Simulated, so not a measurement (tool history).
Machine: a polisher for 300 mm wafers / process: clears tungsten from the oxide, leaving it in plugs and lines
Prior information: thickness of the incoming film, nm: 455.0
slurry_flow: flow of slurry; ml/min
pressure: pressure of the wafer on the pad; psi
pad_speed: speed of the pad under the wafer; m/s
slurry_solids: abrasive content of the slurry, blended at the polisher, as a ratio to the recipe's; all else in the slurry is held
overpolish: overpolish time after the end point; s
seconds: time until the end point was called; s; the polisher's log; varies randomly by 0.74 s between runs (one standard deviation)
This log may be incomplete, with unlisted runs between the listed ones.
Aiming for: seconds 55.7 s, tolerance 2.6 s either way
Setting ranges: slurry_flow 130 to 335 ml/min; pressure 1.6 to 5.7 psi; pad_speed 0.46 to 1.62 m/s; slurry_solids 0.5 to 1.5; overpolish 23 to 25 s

run	day	slurry_flow	pressure	pad_speed	slurry_solids	overpolish	seconds
1	0	215	3.6	1.04	1	23	89.614
2	0.171	215	4.4	1.04	1	23	75.49
3	0.238	215	3.9	1.04	1	23	82.884
4	0.608	215	3.9	1.04	1	25	82.569
5	0.654	215	4.2	1.04	1	25	80.37
6	0.838	215	4.5	1.06	1	25	73.186
7	0.958	215	4.7	1.06	1	25	70.983
8	1.133	215	4.9	1.08	1	25	65.777
9	1.312	215	4.9	1.08	1	25	67.164
10	1.504	215	4.9	1.08	1	25	65.816
11	1.854	215	5	1.08	1	25	63.551
12	1.933	215	5.1	1.08	1	25	64.713

Which single option among these 5 for the next run brings every result within its allowed miss of target? Just one does.
A	2.012	210	5.7	1.18	1.15	25	?
B	2.012	215	5.3	1.34	1	25	?
C	2.012	200	5.7	1.44	0.55	25	?
D	2.012	215	5.4	1.22	0.9	25	?
E	2.012	190	5.7	1.28	0.95	23	?

move	seconds
A	51.336
B	50.395
C	51.705
D	55.408
E	50.569
A: carries the result that was furthest off beyond its target, to the other side
B: carries the result that was furthest off beyond its target, to the other side
C: carries the result that was furthest off beyond its target, to the other side
D: hits every target within its allowed miss
E: carries the result that was furthest off beyond its target, to the other side
Answer: D
